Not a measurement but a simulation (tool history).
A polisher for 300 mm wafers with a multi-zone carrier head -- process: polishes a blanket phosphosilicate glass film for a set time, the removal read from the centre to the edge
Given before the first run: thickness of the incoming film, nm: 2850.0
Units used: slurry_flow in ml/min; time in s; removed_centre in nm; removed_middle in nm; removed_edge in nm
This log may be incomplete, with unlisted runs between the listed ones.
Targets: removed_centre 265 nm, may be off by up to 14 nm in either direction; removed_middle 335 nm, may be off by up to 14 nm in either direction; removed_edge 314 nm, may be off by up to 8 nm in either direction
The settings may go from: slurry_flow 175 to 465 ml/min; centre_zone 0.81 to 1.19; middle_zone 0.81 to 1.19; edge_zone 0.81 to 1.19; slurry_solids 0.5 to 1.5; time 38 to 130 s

run   hour  slurry_flow  centre_zone  middle_zone  edge_zone  slurry_solids  time  removed_centre  removed_middle  removed_edge
  1      0          295            1            1          1              1    84          647.48          623.86        645.06
  2      5          295            1            1       0.93              1    84          648.34          625.98        621.14
  3    7.3          295         1.04            1       0.93              1    84           684.3          623.48        617.35
  4   12.4          290         1.02            1       0.92           0.95    80          611.35          585.89        582.62
  5   13.4          290         1.01         1.01       0.91            0.9    76          566.21          562.86        539.85
  6   17.9          290         1.01         1.01       0.91            0.9    92          697.86          655.87        648.46
  7     23          290            1         1.01       0.91           0.85    87          644.76          624.38        603.73
  8   30.3          285         0.98            1       0.91            0.8    82          587.81           555.4        561.58
  9   37.5          285         0.96         1.01       0.91           0.75    77           522.1          541.67        522.84
 10   45.3          285         0.95         1.01       0.91            0.7    73          481.54          491.65        486.97
 11   53.3          285         0.94         1.01       0.91            0.7    70          450.52          476.91        459.99
 12   59.9          285         0.93         1.01       0.91            0.7    67          440.15          452.83        443.55
 13     65          280         0.92         1.02       0.92            0.7    64          410.51          436.94        427.26
 14   71.8          275         0.91         1.03       0.92            0.7    62          395.67          415.63        411.47
 15   79.2          280          0.9         1.05       0.93            0.7    60          375.08          412.72        400.45
 16   80.6          275         0.89         1.06       0.93            0.7    59          372.83          416.19        397.46
 17   89.1          275         0.88         1.07       0.94            0.7    58          355.61          408.83        389.83
 18   94.7          270         0.87         1.07       0.94            0.7    57          337.95          399.98        381.44
 19  101.3          265         0.86         1.07       0.94            0.7    56          336.29          402.06        376.61
 20  103.9          265         0.85         1.07       0.94            0.7    55          323.58          395.43        366.27
 21  112.2          260         0.85         1.07       0.94            0.7    54          321.33          385.33        360.24
 22  118.1          255         0.85         1.07       0.94            0.7    54          314.41           391.3        358.34
 23  123.9          250         0.85         1.06       0.94            0.7    54          315.05          381.82        358.19
 24  127.6          245         0.85         1.06       0.94            0.7    54          310.55          370.51        362.08
 25  130.5          240         0.85         1.06       0.93            0.7    54          324.62          381.01        358.89
 26  133.9          240         0.85         1.06       0.93            0.7    53          304.51          362.73        345.76
 27  138.4          235         0.85         1.06       0.93            0.7    53          308.39          365.71        345.68
 28  139.2          230         0.85         1.06       0.93            0.7    53          301.28          363.46        347.65

Which of these 5 next moves meets every target?
  A   140          175          0.9         0.87       1.17           0.65    59               ?               ?             ?
  B   140          240         0.82         1.08       0.94            0.8    46               ?               ?             ?
  C   140          175         0.91         0.83       1.11            0.6    61               ?               ?             ?
  D   140          250         0.92         0.97       0.95           0.75    56               ?               ?             ?
  E   140          220         0.94         0.99       0.85            0.7    61               ?               ?             ?

move  removed_centre  removed_middle  removed_edge
   A          343.07          321.13        412.41
   B          270.93          331.97        314.96
   C          351.45          313.09        407.23
   D           365.9          364.34        380.75
   E          392.99          390.24        382.88
A: misses by more than the last run did
B: all results in spec
C: misses by more than the last run did
D: misses by more than the last run did
E: misses by more than the last run did
B meets every target.

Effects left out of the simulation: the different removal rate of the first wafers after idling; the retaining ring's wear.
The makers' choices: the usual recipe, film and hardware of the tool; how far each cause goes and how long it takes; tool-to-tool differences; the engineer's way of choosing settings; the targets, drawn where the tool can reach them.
